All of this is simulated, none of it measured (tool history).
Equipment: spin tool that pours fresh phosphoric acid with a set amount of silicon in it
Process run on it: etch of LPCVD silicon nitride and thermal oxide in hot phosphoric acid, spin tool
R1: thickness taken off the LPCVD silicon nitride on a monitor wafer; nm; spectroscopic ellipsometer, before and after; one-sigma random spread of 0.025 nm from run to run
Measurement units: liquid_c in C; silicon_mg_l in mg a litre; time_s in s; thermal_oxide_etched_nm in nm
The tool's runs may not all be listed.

{"run": 1, "hour": 0.0, "liquid_c": 164, "silicon_mg_l": 10, "time_s": 50, "R1": 4.929, "thermal_oxide_etched_nm": 0.14551}
{"run": 2, "hour": 6.7, "liquid_c": 164, "silicon_mg_l": 10, "time_s": 65, "R1": 6.3491, "thermal_oxide_etched_nm": 0.25197}
{"run": 3, "hour": 12.0, "liquid_c": 164, "silicon_mg_l": 4.5, "time_s": 65, "R1": 6.3424, "thermal_oxide_etched_nm": 0.24483}
{"run": 4, "hour": 14.7, "liquid_c": 164, "silicon_mg_l": 4.5, "time_s": 55, "R1": 5.41, "thermal_oxide_etched_nm": 0.16704}
{"run": 5, "hour": 21.6, "liquid_c": 163, "silicon_mg_l": 5.5, "time_s": 50, "R1": 4.7987, "thermal_oxide_etched_nm": 0.21949}
{"run": 6, "hour": 27.6, "liquid_c": 163.5, "silicon_mg_l": 5.5, "time_s": 45, "R1": 4.3044, "thermal_oxide_etched_nm": 0.076928}
{"run": 7, "hour": 34.3, "liquid_c": 162.5, "silicon_mg_l": 6, "time_s": 40, "R1": 3.7131, "thermal_oxide_etched_nm": 0.079062}
{"run": 8, "hour": 39.2, "liquid_c": 162, "silicon_mg_l": 6, "time_s": 40, "R1": 3.6755, "thermal_oxide_etched_nm": 0.12606}
{"run": 9, "hour": 43.5, "liquid_c": 162, "silicon_mg_l": 6, "time_s": 35, "R1": 3.2251, "thermal_oxide_etched_nm": 0.061561}
{"run": 10, "hour": 45.1, "liquid_c": 161.5, "silicon_mg_l": 6, "time_s": 35, "R1": 3.1448, "thermal_oxide_etched_nm": 0.071985}
{"run": 11, "hour": 50.5, "liquid_c": 161.5, "silicon_mg_l": 6, "time_s": 35, "R1": 3.1459, "thermal_oxide_etched_nm": 0.11719}
{"run": 12, "hour": 58.0, "liquid_c": 162, "silicon_mg_l": 6, "time_s": 35, "R1": 3.203, "thermal_oxide_etched_nm": 0.12276}
{"run": 13, "hour": 60.0, "liquid_c": 162, "silicon_mg_l": 5.5, "time_s": 35, "R1": 3.2554, "thermal_oxide_etched_nm": 0.068519}
{"run": 14, "hour": 64.4, "liquid_c": 161.5, "silicon_mg_l": 5.5, "time_s": 35, "R1": 3.21, "thermal_oxide_etched_nm": 0.10107}

Estimate the outcome of run 15 from the log above:
{"run": 15, "hour": 69.9, "liquid_c": 162, "silicon_mg_l": 6.5, "time_s": 30, "R1": "?", "thermal_oxide_etched_nm": "?"}

R1: 2.7877 nm
thermal_oxide_etched_nm: 0.081522 nm
